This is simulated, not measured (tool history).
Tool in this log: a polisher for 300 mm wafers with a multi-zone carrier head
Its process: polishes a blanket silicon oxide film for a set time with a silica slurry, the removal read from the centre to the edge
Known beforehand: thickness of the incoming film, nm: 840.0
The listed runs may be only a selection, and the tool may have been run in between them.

run    day  flow of slurry (ml/min)  pressure of the head's centre zone  pressure of the head's middle zone  pressure of the head's edge zone  abrasive content of the slurry  polishing time (s)  film removed at the wafer's centre (angstrom)  film removed at mid-radius (angstrom)  film removed at the wafer's edge (angstrom)
  1  0.000                      180                                1.00                                1.00                              1.00                             1.0                  38                                         1029.6                                 1005.1                                       1044.8
  2  0.308                      195                                1.02                                1.03                              1.00                             1.0                  38                                         1065.1                                 1058.1                                       1062.2
  3  0.421                      210                                1.04                                1.05                              1.00                             1.0                  38                                         1132.7                                 1068.4                                       1065.6
  4  0.738                      220                                1.04                                1.08                              1.00                             1.0                  38                                         1131.9                                 1103.5                                       1077.4
  5  0.975                      220                                1.04                                1.08                              1.04                             1.0                  38                                         1124.7                                 1134.1                                       1072.8
  6  1.288                      230                                1.04                                1.09                              1.05                             1.0                  38                                         1132.8                                 1140.7                                       1083.9
  7  1.512                      235                                1.05                                1.11                              1.05                             1.0                  38                                         1141.2                                 1155.2                                       1110.7
  8  1.858                      245                                1.05                                1.13                              1.03                             1.0                  38                                         1168.3                                 1184.8                                       1078.2

Run 9 comes next. What will it give?
  9  1.908                      250                                1.05                                1.14                              1.04                             1.0                  38                                              ?                                      ?                                            ?

{"run 9": {"film removed at the wafer's centre (angstrom)": 1153.3, "film removed at mid-radius (angstrom)": 1204.9, "film removed at the wafer's edge (angstrom)": 1090.9}}

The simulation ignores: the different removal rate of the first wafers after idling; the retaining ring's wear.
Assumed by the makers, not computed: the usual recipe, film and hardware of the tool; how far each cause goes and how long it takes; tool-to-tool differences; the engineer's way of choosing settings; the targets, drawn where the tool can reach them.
